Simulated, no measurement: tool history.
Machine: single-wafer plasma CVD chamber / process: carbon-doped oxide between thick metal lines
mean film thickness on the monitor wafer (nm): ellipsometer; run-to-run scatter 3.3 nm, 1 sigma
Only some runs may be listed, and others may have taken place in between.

run  hour  heater temperature setpoint (K)  chamber pressure (mTorr)  RF power (kW)  deposition time (s)  mean film thickness on the monitor wafer (nm)
  1     0                           633.15                      5920            0.4                  160                                          748.8
  2     7                           637.15                      5920            0.4                  160                                         744.66
  3  14.1                           644.15                      5920            0.4                  160                                         727.27
  4  16.8                           644.15                      5480            0.4                  160                                         722.16
  5  17.5                           644.15                      5480            0.4                  165                                         748.04
  6  22.5                           640.15                      6010          0.415                  165                                         779.01

Estimate the outcome of run 7 from the log above:
  7  25.2                           636.15                      6220           0.43                  165                                              ?

Logged for run 7: mean film thickness on the monitor wafer (nm) 807.56.
